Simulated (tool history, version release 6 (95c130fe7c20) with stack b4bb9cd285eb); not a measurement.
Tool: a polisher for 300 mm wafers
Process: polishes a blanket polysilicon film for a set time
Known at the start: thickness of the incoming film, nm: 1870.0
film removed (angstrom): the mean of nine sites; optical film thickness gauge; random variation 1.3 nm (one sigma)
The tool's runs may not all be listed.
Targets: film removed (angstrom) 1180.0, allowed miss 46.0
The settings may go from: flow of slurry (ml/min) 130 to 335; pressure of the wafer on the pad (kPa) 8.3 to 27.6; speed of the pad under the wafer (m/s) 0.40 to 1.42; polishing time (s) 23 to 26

| run | hour | flow of slurry (ml/min) | pressure of the wafer on the pad (kPa) | speed of the pad under the wafer (m/s) | polishing time (s) | film removed (angstrom) |
|---|---|---|---|---|---|---|
| 1 | 0.0 | 215 | 17.9 | 0.90 | 26 | 1520.8 |
| 2 | 8.5 | 215 | 17.9 | 0.90 | 23 | 1329.3 |
| 3 | 15.3 | 215 | 17.9 | 0.90 | 26 | 1495.1 |
| 4 | 18.2 | 240 | 17.9 | 0.90 | 26 | 1528.6 |
| 5 | 20.2 | 240 | 17.2 | 0.90 | 26 | 1471.4 |
| 6 | 22.4 | 260 | 17.2 | 0.90 | 26 | 1463.2 |
| 7 | 26.4 | 260 | 17.2 | 0.90 | 26 | 1471.0 |
| 8 | 28.7 | 260 | 16.5 | 0.90 | 26 | 1403.3 |
| 9 | 32.6 | 255 | 13.1 | 0.90 | 26 | 1116.5 |

Which of these 4 next moves meets every target?
| A | 36.5 | 265 | 12.4 | 0.88 | 26 | ? |
| B | 36.5 | 285 | 14.5 | 1.00 | 25 | ? |
| C | 36.5 | 255 | 14.5 | 1.04 | 24 | ? |
| D | 36.5 | 240 | 13.1 | 0.96 | 26 | ? |

| move | film removed (angstrom) |
|---|---|
| A | 1040.9 |
| B | 1287.3 |
| C | 1261.4 |
| D | 1160.1 |
A: further off than the last run
B: takes the result that was furthest off past its target
C: takes the result that was furthest off past its target
D: meets every target
Answer: D

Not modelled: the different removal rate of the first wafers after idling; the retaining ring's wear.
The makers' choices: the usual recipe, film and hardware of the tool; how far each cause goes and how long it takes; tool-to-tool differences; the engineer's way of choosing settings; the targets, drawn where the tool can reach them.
